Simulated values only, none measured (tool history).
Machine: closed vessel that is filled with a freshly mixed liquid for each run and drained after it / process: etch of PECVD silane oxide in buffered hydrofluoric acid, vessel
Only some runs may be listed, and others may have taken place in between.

| run | hour | temperature setpoint of the liquid (C) | parts of 40 % ammonium fluoride to one part of 49 % hydrofluoric acid (parts by volume) | time in the liquid (s) | thickness taken off the PECVD silane oxide on a monitor wafer (Å) |
|---|---|---|---|---|---|
| 1 | 0.0 | 20.0 | 21.0 | 100 | 1716.3 |
| 2 | 6.0 | 21.0 | 21.0 | 100 | 1801.9 |
| 3 | 12.5 | 22.0 | 21.0 | 100 | 1900.1 |
| 4 | 14.0 | 22.5 | 21.0 | 100 | 1967.2 |
| 5 | 16.2 | 20.0 | 21.0 | 100 | 1707.3 |
| 6 | 18.6 | 21.0 | 21.0 | 100 | 1808.1 |

What will run 7 give?
| 7 | 22.8 | 22.0 | 21.0 | 100 | ? |

{"run 7": {"thickness taken off the PECVD silane oxide on a monitor wafer (Å)": 1912.8}}
